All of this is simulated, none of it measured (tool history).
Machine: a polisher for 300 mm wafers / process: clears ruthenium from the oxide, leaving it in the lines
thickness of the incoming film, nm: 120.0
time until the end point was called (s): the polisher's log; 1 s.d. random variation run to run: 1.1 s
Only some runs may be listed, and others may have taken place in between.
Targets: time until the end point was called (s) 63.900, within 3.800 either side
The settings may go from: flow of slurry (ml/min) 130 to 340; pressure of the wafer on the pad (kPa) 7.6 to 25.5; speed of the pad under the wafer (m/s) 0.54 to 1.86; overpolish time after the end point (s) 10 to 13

| run | hour | flow of slurry (ml/min) | pressure of the wafer on the pad (kPa) | speed of the pad under the wafer (m/s) | overpolish time after the end point (s) | time until the end point was called (s) |
|---|---|---|---|---|---|---|
| 1 | 0.0 | 220 | 16.5 | 1.18 | 13 | 90.908 |
| 2 | 3.1 | 220 | 13.8 | 1.18 | 13 | 105.270 |
| 3 | 5.1 | 220 | 10.3 | 1.18 | 13 | 141.380 |
| 4 | 9.2 | 220 | 9.0 | 1.18 | 13 | 164.260 |
| 5 | 12.6 | 220 | 9.0 | 1.18 | 13 | 160.050 |
| 6 | 21.3 | 220 | 13.1 | 1.18 | 13 | 110.960 |
| 7 | 25.2 | 220 | 15.2 | 1.20 | 13 | 97.694 |
| 8 | 26.1 | 220 | 17.2 | 1.22 | 13 | 82.929 |
| 9 | 34.9 | 220 | 18.6 | 1.24 | 13 | 78.201 |
| 10 | 40.4 | 220 | 19.3 | 1.26 | 13 | 73.349 |
| 11 | 41.3 | 220 | 20.0 | 1.26 | 13 | 70.631 |
| 12 | 46.9 | 220 | 20.7 | 1.26 | 13 | 67.233 |

Which of these 4 next moves meets every target?
| A | 52.5 | 215 | 22.1 | 1.24 | 10 | ? |
| B | 52.5 | 195 | 17.9 | 1.30 | 13 | ? |
| C | 52.5 | 215 | 20.0 | 1.58 | 13 | ? |
| D | 52.5 | 180 | 18.6 | 1.32 | 13 | ? |

| move | time until the end point was called (s) |
|---|---|
| A | 66.457 |
| B | 78.873 |
| C | 58.821 |
| D | 75.721 |
A: each result inside its tolerance
B: its largest miss is bigger than the last run's
C: takes the biggest miss from the last run beyond its target
D: its largest miss is bigger than the last run's
Move A is the one to make.
